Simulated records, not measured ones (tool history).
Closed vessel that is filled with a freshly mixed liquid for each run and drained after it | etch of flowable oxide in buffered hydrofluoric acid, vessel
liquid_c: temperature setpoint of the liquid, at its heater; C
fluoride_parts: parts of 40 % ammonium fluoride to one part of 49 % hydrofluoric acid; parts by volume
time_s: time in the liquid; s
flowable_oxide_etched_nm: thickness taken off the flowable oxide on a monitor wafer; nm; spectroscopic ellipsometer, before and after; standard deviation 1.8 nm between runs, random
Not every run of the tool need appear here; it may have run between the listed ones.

run 1 hour=0.0 | liquid_c=21 fluoride_parts=13.5 time_s=95 | flowable_oxide_etched_nm=274.25
run 2 hour=3.3 | liquid_c=21 fluoride_parts=13.5 time_s=95 | flowable_oxide_etched_nm=273.91
run 3 hour=8.1 | liquid_c=21 fluoride_parts=13.5 time_s=95 | flowable_oxide_etched_nm=272.82
run 4 hour=14.2 | liquid_c=21 fluoride_parts=11.0 time_s=95 | flowable_oxide_etched_nm=335.42
run 5 hour=22.3 | liquid_c=21 fluoride_parts=14.0 time_s=95 | flowable_oxide_etched_nm=264.86
run 6 hour=27.1 | liquid_c=21 fluoride_parts=14.0 time_s=95 | flowable_oxide_etched_nm=264.63

For run 7, what comes out?
run 7 hour=27.6 | liquid_c=20 fluoride_parts=14.0 time_s=95 | flowable_oxide_etched_nm=?

{"run 7": {"flowable_oxide_etched_nm": 250.53}}

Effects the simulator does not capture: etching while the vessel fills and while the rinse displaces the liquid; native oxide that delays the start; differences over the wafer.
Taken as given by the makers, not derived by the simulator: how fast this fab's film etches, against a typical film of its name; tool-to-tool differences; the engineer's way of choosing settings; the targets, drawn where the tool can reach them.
